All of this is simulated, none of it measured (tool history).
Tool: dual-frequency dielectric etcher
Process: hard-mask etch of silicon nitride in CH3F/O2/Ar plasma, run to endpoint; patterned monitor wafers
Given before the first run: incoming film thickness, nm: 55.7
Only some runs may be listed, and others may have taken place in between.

{"run": 1, "hour": 0.0, "source power (kW)": 0.36, "bias power (kW)": 0.087, "endpoint time (s)": 83.815}
{"run": 2, "hour": 6.0, "source power (kW)": 0.31, "bias power (kW)": 0.087, "endpoint time (s)": 88.444}
{"run": 3, "hour": 14.6, "source power (kW)": 0.31, "bias power (kW)": 0.082, "endpoint time (s)": 90.247}
{"run": 4, "hour": 16.6, "source power (kW)": 0.3, "bias power (kW)": 0.079, "endpoint time (s)": 91.889}
{"run": 5, "hour": 24.9, "source power (kW)": 0.3, "bias power (kW)": 0.07, "endpoint time (s)": 95.079}
{"run": 6, "hour": 29.5, "source power (kW)": 0.29, "bias power (kW)": 0.068, "endpoint time (s)": 97.497}
{"run": 7, "hour": 35.7, "source power (kW)": 0.28, "bias power (kW)": 0.067, "endpoint time (s)": 100.43}
{"run": 8, "hour": 42.8, "source power (kW)": 0.27, "bias power (kW)": 0.067, "endpoint time (s)": 100.4}

Run 9 comes next. What will it give?
{"run": 9, "hour": 44.3, "source power (kW)": 0.26, "bias power (kW)": 0.067, "endpoint time (s)": "?"}

endpoint time (s): 102.090
